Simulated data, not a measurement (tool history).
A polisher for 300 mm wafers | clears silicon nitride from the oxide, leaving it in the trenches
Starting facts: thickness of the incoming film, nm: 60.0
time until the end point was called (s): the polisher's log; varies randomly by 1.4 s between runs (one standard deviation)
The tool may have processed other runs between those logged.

run  hour  flow of slurry (ml/min)  pressure of the wafer on the pad (kPa)  speed of the pad under the wafer (cm/s)  overpolish time after the end point (s)  time until the end point was called (s)
  1   0.0                      315                                    11.0                                       94                                       22                                   145.38
  2   7.9                      315                                    11.7                                       94                                       22                                   135.30
  3  16.7                      315                                    12.4                                       94                                       22                                   131.04
  4  24.7                      315                                    12.4                                      108                                       22                                   114.34
  5  27.4                      315                                    11.0                                      108                                       22                                   128.02
  6  35.8                      315                                    11.0                                      108                                       24                                   127.82

Predict the results of run 7:
  7  38.4                      315                                    11.7                                      108                                       24                                        ?

For run 7 the tool returned time until the end point was called (s) 119.36.

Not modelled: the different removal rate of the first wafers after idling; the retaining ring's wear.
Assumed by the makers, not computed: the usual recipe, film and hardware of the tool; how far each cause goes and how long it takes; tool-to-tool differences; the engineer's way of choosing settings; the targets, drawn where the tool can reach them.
